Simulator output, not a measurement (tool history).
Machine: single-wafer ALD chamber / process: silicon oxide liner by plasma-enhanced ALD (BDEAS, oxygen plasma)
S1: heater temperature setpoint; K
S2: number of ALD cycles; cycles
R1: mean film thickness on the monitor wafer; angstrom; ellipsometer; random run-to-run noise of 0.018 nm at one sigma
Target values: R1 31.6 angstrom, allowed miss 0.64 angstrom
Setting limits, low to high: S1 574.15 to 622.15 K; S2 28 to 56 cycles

run 1 hour=0 | S1=598.15 S2=42 | R1=35.833
run 2 hour=0.6 | S1=598.15 S2=41 | R1=34.711
run 3 hour=5.8 | S1=598.15 S2=47 | R1=39.884
run 4 hour=11.6 | S1=598.15 S2=45 | R1=38.307
run 5 hour=14.7 | S1=594.15 S2=45 | R1=38.504
run 6 hour=22.9 | S1=601.15 S2=45 | R1=38.04
run 7 hour=26.5 | S1=601.15 S2=43 | R1=36.788
run 8 hour=30.6 | S1=601.15 S2=42 | R1=35.823
run 9 hour=37.8 | S1=601.15 S2=41 | R1=34.918
run 10 hour=43.2 | S1=603.15 S2=36 | R1=30.57

5 candidate next runs follow, results not yet known. Just one meets every target within its allowed miss. Identify it.
run A hour=48.6 | S1=604.15 S2=35 | R1=?
run B hour=48.6 | S1=598.15 S2=34 | R1=?
run C hour=48.6 | S1=599.15 S2=37 | R1=?
run D hour=48.6 | S1=607.15 S2=36 | R1=?
run E hour=48.6 | S1=602.15 S2=36 | R1=?

move=A R1=29.382
move=B R1=28.828
move=C R1=31.32
move=D R1=30.07
move=E R1=30.322
A: moves away from the targets compared with the last run
B: moves away from the targets compared with the last run
C: all results in spec
D: moves away from the targets compared with the last run
E: moves away from the targets compared with the last run
The right move is C.
